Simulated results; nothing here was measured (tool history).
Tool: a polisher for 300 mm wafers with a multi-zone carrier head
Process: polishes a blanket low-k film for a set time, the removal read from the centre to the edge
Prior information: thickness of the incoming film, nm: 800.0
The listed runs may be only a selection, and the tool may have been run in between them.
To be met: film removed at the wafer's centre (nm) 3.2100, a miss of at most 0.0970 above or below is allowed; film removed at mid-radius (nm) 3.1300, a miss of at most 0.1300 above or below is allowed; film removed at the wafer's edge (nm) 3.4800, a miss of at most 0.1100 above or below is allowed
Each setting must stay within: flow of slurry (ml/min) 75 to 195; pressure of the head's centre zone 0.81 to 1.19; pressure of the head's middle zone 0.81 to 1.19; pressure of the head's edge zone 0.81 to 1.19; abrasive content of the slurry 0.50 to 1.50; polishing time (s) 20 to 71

| run | day | flow of slurry (ml/min) | pressure of the head's centre zone | pressure of the head's middle zone | pressure of the head's edge zone | abrasive content of the slurry | polishing time (s) | film removed at the wafer's centre (nm) | film removed at mid-radius (nm) | film removed at the wafer's edge (nm) |
|---|---|---|---|---|---|---|---|---|---|---|
| 1 | 0.000 | 125 | 1.00 | 1.00 | 1.00 | 1.00 | 45 | 8.9725 | 8.9645 | 9.1734 |
| 2 | 0.104 | 125 | 1.00 | 1.00 | 1.00 | 1.00 | 36 | 7.1877 | 7.2178 | 7.2989 |
| 3 | 0.250 | 125 | 1.00 | 1.00 | 0.95 | 1.00 | 36 | 7.2598 | 7.4485 | 7.0633 |
| 4 | 0.338 | 125 | 1.00 | 1.00 | 0.95 | 0.90 | 36 | 6.7000 | 6.8928 | 6.6603 |
| 5 | 0.675 | 120 | 1.00 | 0.98 | 0.94 | 0.85 | 34 | 6.0432 | 6.1856 | 6.0823 |
| 6 | 0.921 | 115 | 1.00 | 0.96 | 0.93 | 0.80 | 33 | 5.6112 | 5.7057 | 5.5395 |
| 7 | 1.154 | 110 | 1.00 | 0.94 | 0.94 | 0.75 | 32 | 5.1085 | 5.1470 | 5.0959 |
| 8 | 1.375 | 105 | 1.00 | 0.93 | 0.95 | 0.70 | 31 | 4.7196 | 4.4883 | 4.7073 |
| 9 | 1.617 | 100 | 0.99 | 0.92 | 0.94 | 0.70 | 31 | 4.5467 | 4.4622 | 4.6758 |
| 10 | 1.971 | 100 | 0.99 | 0.91 | 0.93 | 0.70 | 31 | 4.4928 | 4.3329 | 4.6571 |
| 11 | 2.188 | 100 | 0.99 | 0.90 | 0.92 | 0.70 | 31 | 4.5076 | 4.3164 | 4.5867 |
| 12 | 2.262 | 100 | 0.98 | 0.89 | 0.91 | 0.70 | 31 | 4.4250 | 4.4044 | 4.6897 |
| 13 | 2.508 | 90 | 0.97 | 0.87 | 0.91 | 0.60 | 28 | 3.4176 | 3.2381 | 3.5980 |

Exercise: of the 4 proposed moves below, exactly one satisfies all targets within the stated allowed misses. Which move is it?
| A | 2.754 | 80 | 0.87 | 0.81 | 0.95 | 0.50 | 35 | ? | ? | ? |
| B | 2.754 | 110 | 0.89 | 0.85 | 0.88 | 0.60 | 29 | ? | ? | ? |
| C | 2.754 | 115 | 0.91 | 0.84 | 0.91 | 0.70 | 23 | ? | ? | ? |
| D | 2.754 | 85 | 0.89 | 0.81 | 0.94 | 0.70 | 26 | ? | ? | ? |

| move | film removed at the wafer's centre (nm) | film removed at mid-radius (nm) | film removed at the wafer's edge (nm) |
|---|---|---|---|
| A | 3.0607 | 3.0240 | 3.6873 |
| B | 3.4934 | 3.4462 | 3.7673 |
| C | 3.2457 | 3.0949 | 3.4505 |
| D | 3.1978 | 3.0746 | 3.6999 |
A: pushes the last run's worst result past its target
B: misses by more than the last run did
C: every result lands within tolerance
D: gets the furthest-off result to its target, but another result is out of tolerance
Answer: C

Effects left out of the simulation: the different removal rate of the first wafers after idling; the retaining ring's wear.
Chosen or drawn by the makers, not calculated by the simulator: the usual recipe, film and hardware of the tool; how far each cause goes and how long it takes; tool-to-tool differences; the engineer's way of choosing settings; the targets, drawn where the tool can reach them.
